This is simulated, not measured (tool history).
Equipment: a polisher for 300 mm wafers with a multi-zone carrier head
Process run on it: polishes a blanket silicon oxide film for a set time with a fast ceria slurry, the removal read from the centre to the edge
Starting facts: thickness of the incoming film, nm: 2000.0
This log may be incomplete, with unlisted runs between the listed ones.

run,hour,flow of slurry (ml/min),pressure of the head's centre zone,pressure of the head's middle zone,pressure of the head's edge zone,polishing time (s),film removed at the wafer's centre (nm),film removed at mid-radius (nm),film removed at the wafer's edge (nm)
1,0,205,1,1,1,57,807.86,789.3,873.47
2,3.8,205,1,1,0.96,57,817.82,793.12,843.73
3,9.5,225,1,1,0.96,57,817.57,783.52,862.09
4,10.6,205,1,1,0.96,57,806.54,795.14,831.1
5,16.9,205,1,1,1.01,57,804.25,795.37,877.85
6,19.1,205,1,1,1.04,57,808.2,769.14,888.71
7,27.8,215,1.03,1,1.03,57,848,799.76,869.79

Forecast run 8:
8,32.6,260,1.13,0.9,1.06,57,?,?,?

{"run 8": {"film removed at the wafer's centre (nm)": 917.91, "film removed at mid-radius (nm)": 730.88, "film removed at the wafer's edge (nm)": 913.3}}

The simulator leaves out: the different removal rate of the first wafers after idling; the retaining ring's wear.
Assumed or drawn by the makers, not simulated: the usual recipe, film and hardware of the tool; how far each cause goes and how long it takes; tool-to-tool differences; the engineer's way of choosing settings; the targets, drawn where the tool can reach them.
